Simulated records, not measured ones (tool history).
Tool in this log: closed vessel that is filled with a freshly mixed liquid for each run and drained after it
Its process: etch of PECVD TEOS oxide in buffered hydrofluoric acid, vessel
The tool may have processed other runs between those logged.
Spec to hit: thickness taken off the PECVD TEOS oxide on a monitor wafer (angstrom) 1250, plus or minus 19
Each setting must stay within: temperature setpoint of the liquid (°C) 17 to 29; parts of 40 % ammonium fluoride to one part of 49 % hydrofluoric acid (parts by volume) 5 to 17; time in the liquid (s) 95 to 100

| run | hour | temperature setpoint of the liquid (°C) | parts of 40 % ammonium fluoride to one part of 49 % hydrofluoric acid (parts by volume) | time in the liquid (s) | thickness taken off the PECVD TEOS oxide on a monitor wafer (angstrom) |
|---|---|---|---|---|---|
| 1 | 0 | 21 | 10.5 | 95 | 1442.4 |
| 2 | 5.3 | 20.5 | 10.5 | 95 | 1402.9 |
| 3 | 13.7 | 20 | 10.5 | 95 | 1360.8 |
| 4 | 16.1 | 20 | 13 | 95 | 1105.9 |
| 5 | 24.2 | 20.5 | 13 | 95 | 1141.5 |
| 6 | 25.5 | 21 | 13 | 95 | 1179 |
| 7 | 27.9 | 21 | 13 | 95 | 1171.9 |
| 8 | 30.7 | 21.5 | 13 | 95 | 1205.5 |

Exercise: of the 4 proposed moves below, exactly one satisfies all targets within the stated allowed misses. Which move is it?
| A | 33.5 | 23 | 15 | 100 | ? |
| B | 33.5 | 19.5 | 11.5 | 95 | ? |
| C | 33.5 | 20 | 12.5 | 100 | ? |
| D | 33.5 | 18.5 | 10.5 | 95 | ? |

| move | thickness taken off the PECVD TEOS oxide on a monitor wafer (angstrom) |
|---|---|
| A | 1195.9 |
| B | 1213.6 |
| C | 1210.9 |
| D | 1253.5 |
A: further off than the last run
B: closer than the last run, but not yet in spec
C: closer than the last run, but not yet in spec
D: hits every target within its allowed miss
D is the move that brings every result within its allowed miss.
